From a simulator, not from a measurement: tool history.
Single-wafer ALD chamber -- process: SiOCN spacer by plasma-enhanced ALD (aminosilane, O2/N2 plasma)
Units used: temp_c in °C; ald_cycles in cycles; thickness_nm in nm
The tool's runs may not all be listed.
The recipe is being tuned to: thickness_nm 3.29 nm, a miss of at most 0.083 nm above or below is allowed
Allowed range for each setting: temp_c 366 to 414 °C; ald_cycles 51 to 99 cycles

{"run": 1, "hour": 0.0, "temp_c": 390, "ald_cycles": 75, "thickness_nm": 4.3485}
{"run": 2, "hour": 5.9, "temp_c": 397, "ald_cycles": 75, "thickness_nm": 4.3507}
{"run": 3, "hour": 12.4, "temp_c": 397, "ald_cycles": 70, "thickness_nm": 4.0496}
{"run": 4, "hour": 16.6, "temp_c": 397, "ald_cycles": 67, "thickness_nm": 3.8396}
{"run": 5, "hour": 24.6, "temp_c": 397, "ald_cycles": 65, "thickness_nm": 3.7546}
{"run": 6, "hour": 28.7, "temp_c": 407, "ald_cycles": 65, "thickness_nm": 3.7142}
{"run": 7, "hour": 34.0, "temp_c": 407, "ald_cycles": 63, "thickness_nm": 3.555}
{"run": 8, "hour": 38.5, "temp_c": 407, "ald_cycles": 62, "thickness_nm": 3.5439}
{"run": 9, "hour": 41.1, "temp_c": 407, "ald_cycles": 61, "thickness_nm": 3.4601}
{"run": 10, "hour": 42.5, "temp_c": 407, "ald_cycles": 60, "thickness_nm": 3.4488}

Pick the move, out of 5, that brings all results within their allowed miss; only one does.
{"run": "A", "hour": 43.9, "temp_c": 403, "ald_cycles": 63, "thickness_nm": "?"}
{"run": "B", "hour": 43.9, "temp_c": 409, "ald_cycles": 65, "thickness_nm": "?"}
{"run": "C", "hour": 43.9, "temp_c": 408, "ald_cycles": 61, "thickness_nm": "?"}
{"run": "D", "hour": 43.9, "temp_c": 404, "ald_cycles": 57, "thickness_nm": "?"}
{"run": "E", "hour": 43.9, "temp_c": 411, "ald_cycles": 62, "thickness_nm": "?"}

move=A thickness_nm=3.6325
move=B thickness_nm=3.6882
move=C thickness_nm=3.4705
move=D thickness_nm=3.2778
move=E thickness_nm=3.499
A: its largest miss is bigger than the last run's
B: its largest miss is bigger than the last run's
C: its largest miss is bigger than the last run's
D: every result within its allowed miss
E: its largest miss is bigger than the last run's
The right move is D.
